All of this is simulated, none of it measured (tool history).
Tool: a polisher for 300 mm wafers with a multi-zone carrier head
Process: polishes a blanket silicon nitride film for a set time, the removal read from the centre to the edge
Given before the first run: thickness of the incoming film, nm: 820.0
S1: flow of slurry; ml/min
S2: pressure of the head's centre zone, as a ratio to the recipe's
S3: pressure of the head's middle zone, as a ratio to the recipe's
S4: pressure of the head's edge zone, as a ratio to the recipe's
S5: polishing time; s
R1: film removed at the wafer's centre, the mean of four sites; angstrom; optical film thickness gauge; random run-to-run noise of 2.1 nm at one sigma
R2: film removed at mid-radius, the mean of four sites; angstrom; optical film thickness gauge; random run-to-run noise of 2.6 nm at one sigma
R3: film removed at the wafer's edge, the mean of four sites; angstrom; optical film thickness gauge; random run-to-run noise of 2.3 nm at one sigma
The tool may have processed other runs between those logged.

Run 1, hour 0: S1 280 ml/min, S2 1, S3 1, S4 1, S5 81 s. Result: R1 1765.2 angstrom, R2 1709.5 angstrom, R3 1718.4 angstrom.
Run 2, hour 0.9: S1 240 ml/min, S2 1, S3 1, S4 1, S5 81 s. Result: R1 1721.6 angstrom, R2 1766.2 angstrom, R3 1743.9 angstrom.
Run 3, hour 5.2: S1 230 ml/min, S2 1.01, S3 1, S4 1.02, S5 83 s. Result: R1 1743.7 angstrom, R2 1761.7 angstrom, R3 1793.2 angstrom.
Run 4, hour 7.2: S1 230 ml/min, S2 1.02, S3 1.01, S4 1.04, S5 85 s. Result: R1 1809 angstrom, R2 1789.4 angstrom, R3 1834.5 angstrom.
Run 5, hour 10.8: S1 230 ml/min, S2 1.02, S3 1.06, S4 1.04, S5 85 s. Result: R1 1805.6 angstrom, R2 1898.9 angstrom, R3 1815.3 angstrom.
Run 6, hour 14.1: S1 230 ml/min, S2 1.02, S3 1.06, S4 1, S5 85 s. Result: R1 1808.3 angstrom, R2 1917.8 angstrom, R3 1782.5 angstrom.

Run 7 comes next. What will it give?
Run 7, hour 14.9: S1 230 ml/min, S2 1.02, S3 1.05, S4 1.02, S5 87 s. Result: R1 ?, R2 ?, R3 ?.

{"run 7": {"R1": 1858, "R2": 1891.9, "R3": 1882.7}}

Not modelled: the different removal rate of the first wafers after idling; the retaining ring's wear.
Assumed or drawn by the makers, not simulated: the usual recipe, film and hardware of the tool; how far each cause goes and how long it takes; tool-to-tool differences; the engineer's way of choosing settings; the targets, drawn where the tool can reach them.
